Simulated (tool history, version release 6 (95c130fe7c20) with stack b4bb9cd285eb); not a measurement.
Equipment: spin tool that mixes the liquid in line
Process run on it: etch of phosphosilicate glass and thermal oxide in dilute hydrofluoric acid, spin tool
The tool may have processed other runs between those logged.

| run | hour | temperature setpoint of the liquid (°C) | parts of water to one part of 49 % hydrofluoric acid (parts by volume) | time under the liquid (s) | thickness taken off the phosphosilicate glass on a monitor wafer (Å) | thickness taken off the thermal oxide on a monitor wafer (Å) |
|---|---|---|---|---|---|---|
| 1 | 0.0 | 22.0 | 165 | 30 | 112.400 | 6.8172 |
| 2 | 3.1 | 22.0 | 165 | 15 | 56.196 | 3.1549 |
| 3 | 11.3 | 22.0 | 165 | 15 | 56.148 | 3.1381 |
| 4 | 13.8 | 22.0 | 165 | 25 | 93.089 | 5.5439 |
| 5 | 20.8 | 20.5 | 200 | 25 | 70.666 | 4.2539 |
| 6 | 26.2 | 20.5 | 155 | 25 | 95.224 | 5.6194 |
| 7 | 32.1 | 20.0 | 200 | 25 | 68.949 | 4.1801 |
| 8 | 40.0 | 19.5 | 230 | 25 | 57.397 | 3.4742 |
| 9 | 41.1 | 19.0 | 250 | 25 | 50.920 | 3.1846 |
| 10 | 48.4 | 19.0 | 250 | 25 | 50.849 | 2.9888 |
| 11 | 52.3 | 18.5 | 265 | 25 | 46.006 | 2.5814 |
| 12 | 57.2 | 18.0 | 275 | 25 | 43.556 | 2.7541 |
| 13 | 64.3 | 18.5 | 280 | 25 | 43.170 | 2.4749 |
| 14 | 68.2 | 18.0 | 285 | 25 | 41.437 | 2.3539 |

Run 15 has not been measured yet. What should we expect?
| 15 | 71.5 | 17.5 | 290 | 25 | ? | ? |

{"run 15": {"thickness taken off the phosphosilicate glass on a monitor wafer (Å)": 39.648, "thickness taken off the thermal oxide on a monitor wafer (Å)": 2.403}}
